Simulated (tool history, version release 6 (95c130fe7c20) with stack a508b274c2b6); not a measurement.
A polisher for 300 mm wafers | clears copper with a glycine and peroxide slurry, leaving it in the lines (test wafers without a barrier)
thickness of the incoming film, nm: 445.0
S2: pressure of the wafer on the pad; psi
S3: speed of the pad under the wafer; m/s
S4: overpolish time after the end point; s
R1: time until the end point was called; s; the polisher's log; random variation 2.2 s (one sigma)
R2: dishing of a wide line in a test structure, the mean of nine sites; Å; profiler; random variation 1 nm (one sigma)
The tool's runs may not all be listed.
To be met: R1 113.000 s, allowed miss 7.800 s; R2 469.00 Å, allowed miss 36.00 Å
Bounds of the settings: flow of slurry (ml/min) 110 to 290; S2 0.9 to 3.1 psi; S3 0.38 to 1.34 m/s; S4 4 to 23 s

Run 1, hour 0.0: flow of slurry (ml/min) 185, S2 2.0 psi, S3 0.86 m/s, S4 12 s. Result: R1 117.930 s, R2 301.02 Å.
Run 2, hour 4.8: flow of slurry (ml/min) 185, S2 2.0 psi, S3 0.86 m/s, S4 13 s. Result: R1 118.070 s, R2 315.09 Å.
Run 3, hour 11.1: flow of slurry (ml/min) 185, S2 2.0 psi, S3 0.98 m/s, S4 13 s. Result: R1 108.040 s, R2 341.11 Å.
Run 4, hour 14.5: flow of slurry (ml/min) 185, S2 2.0 psi, S3 0.98 m/s, S4 14 s. Result: R1 108.010 s, R2 370.56 Å.
Run 5, hour 22.3: flow of slurry (ml/min) 185, S2 2.0 psi, S3 0.98 m/s, S4 11 s. Result: R1 107.500 s, R2 290.10 Å.
Run 6, hour 30.8: flow of slurry (ml/min) 210, S2 2.0 psi, S3 0.98 m/s, S4 11 s. Result: R1 110.390 s, R2 286.71 Å.
Run 7, hour 33.4: flow of slurry (ml/min) 210, S2 2.0 psi, S3 0.96 m/s, S4 13 s. Result: R1 110.250 s, R2 332.50 Å.
Run 8, hour 39.8: flow of slurry (ml/min) 210, S2 2.0 psi, S3 0.96 m/s, S4 14 s. Result: R1 107.230 s, R2 359.24 Å.
Run 9, hour 41.7: flow of slurry (ml/min) 210, S2 2.0 psi, S3 0.94 m/s, S4 15 s. Result: R1 109.520 s, R2 366.64 Å.
Run 10, hour 44.5: flow of slurry (ml/min) 205, S2 2.0 psi, S3 0.94 m/s, S4 16 s. Result: R1 110.980 s, R2 398.36 Å.
Run 11, hour 48.1: flow of slurry (ml/min) 205, S2 2.0 psi, S3 0.94 m/s, S4 17 s. Result: R1 110.730 s, R2 409.62 Å.

5 next moves are on the table. One of them brings every result within its allowed miss. Which?
Run A, hour 51.7: flow of slurry (ml/min) 225, S2 2.1 psi, S3 0.94 m/s, S4 13 s. Result: R1 ?, R2 ?.
Run B, hour 51.7: flow of slurry (ml/min) 135, S2 1.6 psi, S3 1.18 m/s, S4 21 s. Result: R1 ?, R2 ?.
Run C, hour 51.7: flow of slurry (ml/min) 240, S2 2.5 psi, S3 0.84 m/s, S4 13 s. Result: R1 ?, R2 ?.
Run D, hour 51.7: flow of slurry (ml/min) 245, S2 1.9 psi, S3 0.90 m/s, S4 14 s. Result: R1 ?, R2 ?.
Run E, hour 51.7: flow of slurry (ml/min) 190, S2 1.6 psi, S3 0.92 m/s, S4 15 s. Result: R1 ?, R2 ?.

move       R1      R2
   A  104.410  350.21
   B  111.870  486.67
   C   99.816  365.32
   D  112.310  350.70
   E  124.420  340.25
A: further off than the last run
B: meets every target
C: further off than the last run
D: further off than the last run
E: further off than the last run
The right move is B.
